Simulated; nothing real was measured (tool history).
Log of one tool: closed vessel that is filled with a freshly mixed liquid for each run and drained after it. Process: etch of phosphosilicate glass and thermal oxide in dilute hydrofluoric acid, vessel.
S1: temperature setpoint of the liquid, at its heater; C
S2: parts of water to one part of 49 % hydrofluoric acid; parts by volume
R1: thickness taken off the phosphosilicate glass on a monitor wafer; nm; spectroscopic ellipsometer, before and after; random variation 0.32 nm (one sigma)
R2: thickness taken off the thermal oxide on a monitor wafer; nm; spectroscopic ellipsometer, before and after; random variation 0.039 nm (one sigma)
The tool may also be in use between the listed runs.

Run 1, hour 0.0: S1 20.0 C, S2 260 parts by volume, time in the liquid (s) 130. Result: R1 41.521 nm, R2 1.9580 nm.
Run 2, hour 7.0: S1 22.5 C, S2 260 parts by volume, time in the liquid (s) 130. Result: R1 45.326 nm, R2 2.2034 nm.
Run 3, hour 11.2: S1 25.5 C, S2 260 parts by volume, time in the liquid (s) 130. Result: R1 50.440 nm, R2 2.4431 nm.
Run 4, hour 19.7: S1 25.5 C, S2 305 parts by volume, time in the liquid (s) 130. Result: R1 40.900 nm, R2 1.9542 nm.
Run 5, hour 21.1: S1 25.5 C, S2 390 parts by volume, time in the liquid (s) 130. Result: R1 29.323 nm, R2 1.4518 nm.
Run 6, hour 24.0: S1 27.0 C, S2 390 parts by volume, time in the liquid (s) 130. Result: R1 30.739 nm, R2 1.4913 nm.
Run 7, hour 31.8: S1 27.0 C, S2 390 parts by volume, time in the liquid (s) 130. Result: R1 30.607 nm, R2 1.4937 nm.
Run 8, hour 33.3: S1 27.5 C, S2 345 parts by volume, time in the liquid (s) 130. Result: R1 36.797 nm, R2 1.7977 nm.
At hour 35.6: thermometer replaced.
Run 9, hour 35.6: S1 27.5 C, S2 310 parts by volume, time in the liquid (s) 130. Result: R1 39.227 nm, R2 1.9612 nm.
Run 10, hour 37.1: S1 26.5 C, S2 275 parts by volume, time in the liquid (s) 130. Result: R1 44.641 nm, R2 2.1922 nm.
Run 11, hour 44.0: S1 26.5 C, S2 255 parts by volume, time in the liquid (s) 130. Result: R1 49.140 nm, R2 2.4461 nm.

Run 12 comes next. What will it give?
Run 12, hour 51.7: S1 26.0 C, S2 240 parts by volume, time in the liquid (s) 130. Result: R1 ?, R2 ?.

R1: 51.871 nm
R2: 2.5064 nm
